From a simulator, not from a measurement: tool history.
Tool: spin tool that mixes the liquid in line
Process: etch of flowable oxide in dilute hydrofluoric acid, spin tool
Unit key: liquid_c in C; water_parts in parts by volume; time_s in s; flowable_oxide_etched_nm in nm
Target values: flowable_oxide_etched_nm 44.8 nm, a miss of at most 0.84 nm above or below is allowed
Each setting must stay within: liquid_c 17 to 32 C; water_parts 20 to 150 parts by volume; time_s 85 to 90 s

run 1 hour=0 | liquid_c=24 water_parts=85 time_s=85 | flowable_oxide_etched_nm=51.549
run 2 hour=3.2 | liquid_c=23.5 water_parts=85 time_s=85 | flowable_oxide_etched_nm=50.854
run 3 hour=5.2 | liquid_c=23.5 water_parts=55 time_s=85 | flowable_oxide_etched_nm=81.328
run 4 hour=7.5 | liquid_c=23.5 water_parts=55 time_s=90 | flowable_oxide_etched_nm=86.003
run 5 hour=12.5 | liquid_c=25 water_parts=55 time_s=90 | flowable_oxide_etched_nm=90.863
run 6 hour=19.3 | liquid_c=25 water_parts=70 time_s=90 | flowable_oxide_etched_nm=70.331
run 7 hour=24.2 | liquid_c=24 water_parts=75 time_s=90 | flowable_oxide_etched_nm=62.308
run 8 hour=28.3 | liquid_c=23 water_parts=75 time_s=90 | flowable_oxide_etched_nm=60.039
run 9 hour=37 | liquid_c=19 water_parts=80 time_s=90 | flowable_oxide_etched_nm=47.575

Next run, 4 choices. One meets every target within its allowed miss, the rest don't. Which?
run A hour=45.7 | liquid_c=19 water_parts=80 time_s=85 | flowable_oxide_etched_nm=?
run B hour=45.7 | liquid_c=19 water_parts=75 time_s=90 | flowable_oxide_etched_nm=?
run C hour=45.7 | liquid_c=18.5 water_parts=70 time_s=85 | flowable_oxide_etched_nm=?
run D hour=45.7 | liquid_c=21.5 water_parts=80 time_s=85 | flowable_oxide_etched_nm=?

move=A flowable_oxide_etched_nm=44.974
move=B flowable_oxide_etched_nm=51.082
move=C flowable_oxide_etched_nm=50.896
move=D flowable_oxide_etched_nm=49.894
A: all results in spec
B: misses by more than the last run did
C: misses by more than the last run did
D: misses by more than the last run did
A meets every target.

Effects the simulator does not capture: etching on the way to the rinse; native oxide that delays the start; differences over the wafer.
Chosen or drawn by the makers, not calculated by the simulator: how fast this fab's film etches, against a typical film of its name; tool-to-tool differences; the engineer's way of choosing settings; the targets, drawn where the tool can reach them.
